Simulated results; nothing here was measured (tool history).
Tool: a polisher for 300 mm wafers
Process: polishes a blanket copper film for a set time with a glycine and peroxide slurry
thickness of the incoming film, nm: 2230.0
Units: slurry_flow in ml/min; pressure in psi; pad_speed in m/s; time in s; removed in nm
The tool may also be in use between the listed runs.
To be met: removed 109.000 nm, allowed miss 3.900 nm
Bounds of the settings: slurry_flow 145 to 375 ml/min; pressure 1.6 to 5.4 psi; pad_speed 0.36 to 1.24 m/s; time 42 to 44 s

| run | hour | slurry_flow | pressure | pad_speed | time | removed |
|---|---|---|---|---|---|---|
| 1 | 0.0 | 240 | 3.5 | 0.80 | 42 | 227.840 |
| 2 | 3.5 | 235 | 3.1 | 0.74 | 42 | 189.620 |
| 3 | 5.2 | 265 | 3.1 | 0.74 | 42 | 197.250 |
| 4 | 7.6 | 265 | 3.1 | 0.74 | 44 | 207.220 |
| 5 | 14.7 | 260 | 2.7 | 0.70 | 44 | 175.470 |
| 6 | 19.5 | 260 | 2.7 | 0.70 | 44 | 178.510 |
| 7 | 24.5 | 250 | 2.4 | 0.66 | 44 | 153.740 |
| 8 | 28.8 | 240 | 2.2 | 0.64 | 44 | 140.040 |
| 9 | 34.3 | 230 | 2.1 | 0.64 | 44 | 134.730 |
| 10 | 42.8 | 220 | 2.0 | 0.64 | 44 | 132.420 |
| 11 | 45.8 | 220 | 2.0 | 0.64 | 44 | 130.120 |
| 12 | 46.7 | 215 | 1.6 | 0.56 | 44 | 103.650 |
| 13 | 48.3 | 220 | 1.6 | 0.56 | 44 | 103.190 |
| 14 | 54.8 | 225 | 1.6 | 0.56 | 44 | 105.240 |
| 15 | 62.6 | 230 | 1.6 | 0.56 | 44 | 105.200 |

Which of these 4 next moves meets every target?
| A | 70.4 | 200 | 1.7 | 0.54 | 43 | ? |
| B | 70.4 | 250 | 1.8 | 0.48 | 44 | ? |
| C | 70.4 | 220 | 2.1 | 0.44 | 42 | ? |
| D | 70.4 | 215 | 1.9 | 0.56 | 42 | ? |

| move | removed |
|---|---|
| A | 99.817 |
| B | 101.450 |
| C | 99.225 |
| D | 108.040 |
A: further off than the last run
B: further off than the last run
C: further off than the last run
D: meets every target
The right move is D.
